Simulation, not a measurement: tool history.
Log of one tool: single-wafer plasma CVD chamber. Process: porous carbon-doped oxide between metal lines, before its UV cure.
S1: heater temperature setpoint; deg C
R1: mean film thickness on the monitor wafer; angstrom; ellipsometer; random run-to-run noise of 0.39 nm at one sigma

Run 1, hour 0: S1 310 deg C, RF power (W) 510, deposition time (s) 22.3. Result: R1 1242.3 angstrom.
Run 2, hour 1.6: S1 310 deg C, RF power (W) 510, deposition time (s) 23. Result: R1 1289.5 angstrom.
Run 3, hour 8.2: S1 312 deg C, RF power (W) 495, deposition time (s) 23. Result: R1 1259.9 angstrom.
Run 4, hour 15.3: S1 314 deg C, RF power (W) 480, deposition time (s) 23. Result: R1 1230.5 angstrom.
Run 5, hour 16: S1 314 deg C, RF power (W) 410, deposition time (s) 23. Result: R1 1138.9 angstrom.
Run 6, hour 23.9: S1 316 deg C, RF power (W) 405, deposition time (s) 23. Result: R1 1121.2 angstrom.
Run 7, hour 32.8: S1 318 deg C, RF power (W) 400, deposition time (s) 23. Result: R1 1101.6 angstrom.

Forecast run 8:
Run 8, hour 35.9: S1 319 deg C, RF power (W) 395, deposition time (s) 23. Result: R1 ?.

R1: 1088.7 angstrom
